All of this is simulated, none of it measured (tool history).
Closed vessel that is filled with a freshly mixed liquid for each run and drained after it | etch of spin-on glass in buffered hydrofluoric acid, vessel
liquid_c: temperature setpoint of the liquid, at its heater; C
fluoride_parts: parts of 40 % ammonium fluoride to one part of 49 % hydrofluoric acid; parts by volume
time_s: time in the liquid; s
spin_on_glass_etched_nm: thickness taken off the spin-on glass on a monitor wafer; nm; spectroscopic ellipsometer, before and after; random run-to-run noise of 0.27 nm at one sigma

| run | day | liquid_c | fluoride_parts | time_s | spin_on_glass_etched_nm |
|---|---|---|---|---|---|
| 1 | 0.000 | 23.0 | 20.0 | 30 | 46.451 |
| 2 | 0.225 | 23.0 | 20.0 | 30 | 45.596 |
| 3 | 0.362 | 24.5 | 20.0 | 30 | 50.621 |
| 4 | 0.492 | 24.5 | 22.5 | 30 | 47.380 |
| 5 | 0.654 | 22.5 | 23.0 | 30 | 41.030 |
| 6 | 0.900 | 20.5 | 23.0 | 30 | 36.555 |

What will run 7 give?
| 7 | 1.058 | 19.5 | 23.5 | 30 | ? |

Run 7 yielded spin_on_glass_etched_nm 34.465 nm.
